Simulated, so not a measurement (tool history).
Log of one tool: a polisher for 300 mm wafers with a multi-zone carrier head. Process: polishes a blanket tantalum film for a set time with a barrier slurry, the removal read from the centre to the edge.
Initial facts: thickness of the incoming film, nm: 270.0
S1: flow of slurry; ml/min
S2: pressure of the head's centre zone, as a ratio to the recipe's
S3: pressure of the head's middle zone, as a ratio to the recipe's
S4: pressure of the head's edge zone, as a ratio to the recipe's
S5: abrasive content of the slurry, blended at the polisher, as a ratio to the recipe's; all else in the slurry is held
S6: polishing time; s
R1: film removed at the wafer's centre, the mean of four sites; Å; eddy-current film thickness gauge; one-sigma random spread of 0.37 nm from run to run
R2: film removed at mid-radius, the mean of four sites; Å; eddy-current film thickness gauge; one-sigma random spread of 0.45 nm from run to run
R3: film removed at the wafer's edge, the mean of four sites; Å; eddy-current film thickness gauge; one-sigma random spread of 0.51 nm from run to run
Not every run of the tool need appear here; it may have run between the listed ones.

| run | day | S1 | S2 | S3 | S4 | S5 | S6 | R1 | R2 | R3 |
|---|---|---|---|---|---|---|---|---|---|---|
| 1 | 0 | 150 | 1 | 1 | 1 | 1 | 34 | 671.69 | 679.05 | 685.68 |
| 2 | 0.321 | 150 | 0.94 | 1 | 1 | 1 | 34 | 620.11 | 675.16 | 687.19 |
| 3 | 0.396 | 145 | 0.92 | 1 | 0.97 | 0.95 | 34 | 597.34 | 672.63 | 661.09 |
| 4 | 0.533 | 140 | 0.9 | 0.99 | 0.95 | 0.9 | 34 | 573.78 | 651.43 | 636.66 |
| 5 | 0.829 | 135 | 0.88 | 0.98 | 0.93 | 0.9 | 34 | 550.19 | 634.64 | 631.83 |
| 6 | 1.033 | 130 | 0.87 | 0.98 | 0.91 | 0.85 | 34 | 528.92 | 617 | 608.14 |
| 7 | 1.229 | 130 | 0.87 | 0.98 | 0.91 | 0.85 | 34 | 530.4 | 613.31 | 601.81 |
| 8 | 1.462 | 125 | 0.87 | 0.98 | 0.9 | 0.85 | 34 | 527.54 | 607.92 | 594.15 |
| 9 | 1.542 | 120 | 0.86 | 0.98 | 0.89 | 0.85 | 34 | 518.32 | 599.29 | 587.35 |
| 10 | 1.788 | 115 | 0.85 | 0.99 | 0.88 | 0.85 | 34 | 497.95 | 601.12 | 587.92 |
| 11 | 1.892 | 115 | 0.85 | 0.99 | 0.87 | 0.85 | 34 | 499.99 | 604.38 | 591.81 |

Estimate the outcome of run 12 from the log above:
| 12 | 2.029 | 100 | 0.87 | 1 | 0.81 | 0.75 | 34 | ? | ? | ? |

Run 12 produced R1 469.12 Å, R2 547.91 Å, R3 512.74 Å.
